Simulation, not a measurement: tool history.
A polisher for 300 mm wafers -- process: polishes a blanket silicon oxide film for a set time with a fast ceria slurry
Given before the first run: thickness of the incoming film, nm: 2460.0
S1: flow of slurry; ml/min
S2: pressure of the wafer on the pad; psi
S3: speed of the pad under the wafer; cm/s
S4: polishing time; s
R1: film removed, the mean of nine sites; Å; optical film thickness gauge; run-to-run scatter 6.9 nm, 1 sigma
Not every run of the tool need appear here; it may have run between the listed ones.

{"run": 1, "hour": 0.0, "S1": 120, "S2": 2.1, "S3": 120, "S4": 92, "R1": 12726}
{"run": 2, "hour": 6.7, "S1": 120, "S2": 2.3, "S3": 120, "S4": 92, "R1": 13879}
{"run": 3, "hour": 14.9, "S1": 120, "S2": 2.3, "S3": 120, "S4": 96, "R1": 14480}
{"run": 4, "hour": 21.1, "S1": 145, "S2": 2.3, "S3": 120, "S4": 96, "R1": 14908}
{"run": 5, "hour": 26.9, "S1": 145, "S2": 2.3, "S3": 90, "S4": 96, "R1": 12343}
{"run": 6, "hour": 31.1, "S1": 140, "S2": 2.2, "S3": 90, "S4": 96, "R1": 11699}
{"run": 7, "hour": 39.0, "S1": 135, "S2": 2.2, "S3": 90, "S4": 96, "R1": 11648}
{"run": 8, "hour": 44.2, "S1": 130, "S2": 2.2, "S3": 90, "S4": 96, "R1": 11590}
{"run": 9, "hour": 53.2, "S1": 125, "S2": 2.2, "S3": 90, "S4": 96, "R1": 11398}

For run 10, what comes out?
{"run": 10, "hour": 55.4, "S1": 120, "S2": 2.2, "S3": 90, "S4": 96, "R1": "?"}

Logged for run 10: R1 11280 Å.

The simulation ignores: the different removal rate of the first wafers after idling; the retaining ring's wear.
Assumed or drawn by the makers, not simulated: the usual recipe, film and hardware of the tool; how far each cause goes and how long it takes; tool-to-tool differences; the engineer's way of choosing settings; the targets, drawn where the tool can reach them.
